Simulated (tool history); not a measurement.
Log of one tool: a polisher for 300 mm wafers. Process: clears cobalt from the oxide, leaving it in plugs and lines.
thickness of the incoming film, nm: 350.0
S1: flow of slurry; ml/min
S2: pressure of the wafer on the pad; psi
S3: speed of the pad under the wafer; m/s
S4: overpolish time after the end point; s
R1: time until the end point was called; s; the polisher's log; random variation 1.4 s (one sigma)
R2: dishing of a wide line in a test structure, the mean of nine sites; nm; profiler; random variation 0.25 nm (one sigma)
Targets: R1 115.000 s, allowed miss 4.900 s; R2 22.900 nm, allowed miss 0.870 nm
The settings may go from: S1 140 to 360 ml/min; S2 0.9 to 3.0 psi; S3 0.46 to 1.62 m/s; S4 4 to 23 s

| run | day | S1 | S2 | S3 | S4 | R1 | R2 |
|---|---|---|---|---|---|---|---|
| 1 | 0.000 | 230 | 1.9 | 1.04 | 12 | 93.538 | 21.652 |
| 2 | 0.267 | 230 | 1.8 | 1.04 | 13 | 98.454 | 21.766 |
| 3 | 0.458 | 230 | 2.1 | 1.04 | 13 | 84.491 | 22.994 |
| 4 | 0.696 | 200 | 2.1 | 1.04 | 13 | 88.031 | 22.534 |
| 5 | 0.846 | 200 | 2.1 | 0.82 | 13 | 107.950 | 21.063 |
| 6 | 1.138 | 195 | 2.1 | 0.82 | 14 | 109.600 | 21.725 |
| 7 | 1.354 | 190 | 2.1 | 0.82 | 15 | 109.890 | 22.139 |
| 8 | 1.521 | 185 | 2.1 | 0.82 | 16 | 111.440 | 22.598 |

Which of these 5 next moves meets every target?
| A | 1.688 | 230 | 2.6 | 0.66 | 13 | ? | ? |
| B | 1.688 | 175 | 2.0 | 0.84 | 14 | ? | ? |
| C | 1.688 | 150 | 2.4 | 0.80 | 17 | ? | ? |
| D | 1.688 | 150 | 2.3 | 0.78 | 13 | ? | ? |
| E | 1.688 | 265 | 1.7 | 0.94 | 17 | ? | ? |

| move | R1 | R2 |
|---|---|---|
| A | 106.250 | 20.950 |
| B | 114.350 | 20.963 |
| C | 103.190 | 23.395 |
| D | 110.130 | 20.613 |
| E | 113.770 | 22.695 |
A: further off than the last run
B: brings the result that was furthest off to its target, and leaves another outside
C: further off than the last run
D: brings the result that was furthest off to its target, and leaves another outside
E: meets every target
Move E is the one to make.

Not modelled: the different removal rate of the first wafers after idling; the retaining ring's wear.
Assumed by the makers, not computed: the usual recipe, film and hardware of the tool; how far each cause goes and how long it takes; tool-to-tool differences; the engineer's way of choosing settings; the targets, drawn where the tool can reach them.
